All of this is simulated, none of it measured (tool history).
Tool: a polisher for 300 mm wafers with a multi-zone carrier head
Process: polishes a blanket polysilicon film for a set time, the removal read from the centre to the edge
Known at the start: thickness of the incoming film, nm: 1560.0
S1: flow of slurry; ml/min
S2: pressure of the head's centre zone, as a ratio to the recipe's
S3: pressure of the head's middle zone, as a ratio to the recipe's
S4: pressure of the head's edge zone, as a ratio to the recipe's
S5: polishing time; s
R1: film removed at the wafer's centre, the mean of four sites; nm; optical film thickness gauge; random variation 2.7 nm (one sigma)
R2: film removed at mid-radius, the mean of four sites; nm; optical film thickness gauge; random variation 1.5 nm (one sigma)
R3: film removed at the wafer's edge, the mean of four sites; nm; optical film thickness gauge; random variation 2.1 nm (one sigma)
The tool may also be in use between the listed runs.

{"run": 1, "day": 0.0, "S1": 300, "S2": 1, "S3": 1, "S4": 1, "S5": 35, "R1": 126.03, "R2": 125.92, "R3": 126.78}
{"run": 2, "day": 0.354, "S1": 300, "S2": 1, "S3": 1, "S4": 1, "S5": 31, "R1": 110.64, "R2": 108.25, "R3": 110.96}
{"run": 3, "day": 0.55, "S1": 300, "S2": 1, "S3": 1, "S4": 1, "S5": 27, "R1": 96.596, "R2": 94.761, "R3": 97.158}
{"run": 4, "day": 0.808, "S1": 300, "S2": 1, "S3": 0.93, "S4": 1, "S5": 27, "R1": 96.731, "R2": 90.595, "R3": 96.873}
{"run": 5, "day": 1.092, "S1": 300, "S2": 1, "S3": 0.89, "S4": 1, "S5": 27, "R1": 98.351, "R2": 86.792, "R3": 96.836}
{"run": 6, "day": 1.417, "S1": 300, "S2": 1.01, "S3": 0.9, "S4": 1.03, "S5": 31, "R1": 109, "R2": 100.91, "R3": 112.42}
{"run": 7, "day": 1.5, "S1": 345, "S2": 1.11, "S3": 0.92, "S4": 1.13, "S5": 41, "R1": 164.05, "R2": 138.88, "R3": 157.69}
{"run": 8, "day": 1.758, "S1": 345, "S2": 1.1, "S3": 0.93, "S4": 1.14, "S5": 42, "R1": 173.2, "R2": 141.4, "R3": 162.53}

The next listed run, before its measurement:
{"run": 9, "day": 2.108, "S1": 340, "S2": 1.07, "S3": 0.95, "S4": 1.14, "S5": 43, "R1": "?", "R2": "?", "R3": "?"}

R1: 170.34 nm
R2: 148.17 nm
R3: 169.55 nm
